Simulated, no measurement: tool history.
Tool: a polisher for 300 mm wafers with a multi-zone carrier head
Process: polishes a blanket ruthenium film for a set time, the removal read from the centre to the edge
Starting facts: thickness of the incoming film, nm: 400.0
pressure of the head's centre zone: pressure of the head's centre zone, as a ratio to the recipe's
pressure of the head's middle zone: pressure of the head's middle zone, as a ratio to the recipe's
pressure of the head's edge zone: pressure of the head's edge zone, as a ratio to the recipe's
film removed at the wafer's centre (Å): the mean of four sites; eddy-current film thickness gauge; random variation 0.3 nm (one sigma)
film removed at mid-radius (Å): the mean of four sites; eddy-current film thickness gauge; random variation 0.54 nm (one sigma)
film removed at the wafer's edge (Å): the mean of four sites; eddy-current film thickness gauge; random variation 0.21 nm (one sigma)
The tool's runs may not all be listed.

| run | day | flow of slurry (ml/min) | pressure of the head's centre zone | pressure of the head's middle zone | pressure of the head's edge zone | polishing time (s) | film removed at the wafer's centre (Å) | film removed at mid-radius (Å) | film removed at the wafer's edge (Å) |
|---|---|---|---|---|---|---|---|---|---|
| 1 | 0 | 255 | 1 | 1 | 1 | 46 | 425.4 | 453.34 | 422.46 |
| 2 | 0.079 | 255 | 1 | 1 | 0.98 | 45 | 414.52 | 436.92 | 408.84 |
| 3 | 0.192 | 255 | 1 | 1 | 0.96 | 44 | 408.1 | 428.93 | 396 |
| 4 | 0.362 | 255 | 1 | 1 | 0.94 | 44 | 412.19 | 426.64 | 391.71 |
| 5 | 0.708 | 250 | 1 | 1 | 0.93 | 44 | 401.14 | 423.21 | 388.62 |
| 6 | 0.754 | 250 | 1 | 1 | 0.89 | 44 | 407.15 | 407.24 | 386.78 |
| 7 | 0.808 | 240 | 1.02 | 1.1 | 0.84 | 37 | 346.07 | 386.51 | 316.08 |
| 8 | 1.004 | 245 | 1.02 | 1.09 | 0.85 | 37 | 347.12 | 371.47 | 315.69 |

What does the tool deliver on the next run?
| 9 | 1.271 | 245 | 1.02 | 1.09 | 0.85 | 37 | ? | ? | ? |

{"run 9": {"film removed at the wafer's centre (Å)": 347.26, "film removed at mid-radius (Å)": 367.77, "film removed at the wafer's edge (Å)": 317.23}}
